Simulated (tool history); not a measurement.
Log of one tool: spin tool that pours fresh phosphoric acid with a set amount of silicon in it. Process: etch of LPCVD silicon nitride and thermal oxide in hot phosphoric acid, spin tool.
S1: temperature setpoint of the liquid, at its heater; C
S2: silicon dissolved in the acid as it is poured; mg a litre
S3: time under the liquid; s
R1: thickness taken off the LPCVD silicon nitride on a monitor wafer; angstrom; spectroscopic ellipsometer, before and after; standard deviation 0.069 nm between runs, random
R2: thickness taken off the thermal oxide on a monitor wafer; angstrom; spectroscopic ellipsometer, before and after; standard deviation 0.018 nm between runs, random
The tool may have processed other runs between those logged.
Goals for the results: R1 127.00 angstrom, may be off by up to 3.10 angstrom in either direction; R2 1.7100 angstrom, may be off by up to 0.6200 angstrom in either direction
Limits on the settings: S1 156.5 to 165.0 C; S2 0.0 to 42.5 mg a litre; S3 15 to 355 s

run    day     S1    S2   S3      R1      R2
  1  0.000  160.0  18.5  180  158.42  3.0261
  2  0.242  160.0  14.0  180  158.15  4.0448
  3  0.504  159.5  15.0  175  150.52  3.1772
  4  0.775  159.5   9.0  175  151.10  3.8377
  5  1.083  159.5   9.0  245  209.54  5.6527
  6  1.400  159.5   9.0  200  172.23  3.5864
  7  1.721  159.0   9.0  195  165.12  4.4679
  8  1.933  159.0  12.0  190  160.03  3.1641
  9  2.071  159.0  12.0  185  154.95  3.5200
 10  2.129  158.5  13.5  185  155.71  3.2339
 11  2.375  158.5  14.5  180  149.58  3.1351
 12  2.733  158.5  16.0  180  149.56  2.6247
 13  2.867  157.5  17.0  165  133.60  2.8399
 14  2.917  157.5  19.0  165  131.56  2.2610
 15  3.212  157.5  19.5  165  132.03  2.5825

Below are 4 possible settings for the next run. Only one of them brings all results inside the allowed miss of their targets. Which is it?
  A  3.508  157.0  21.5  175   ?   ?
  B  3.508  156.5  27.5  165   ?   ?
  C  3.508  158.0   2.0  160   ?   ?
  D  3.508  158.5  24.5  170   ?   ?

move      R1      R2
   A  138.70  2.2200
   B  128.56  1.6548
   C  131.19  3.4611
   D  141.77  2.1968
A: moves away from the targets compared with the last run
B: all results land within tolerance of their targets
C: moves away from the targets compared with the last run
D: moves away from the targets compared with the last run
So the answer is move B, the one that meets all the targets.
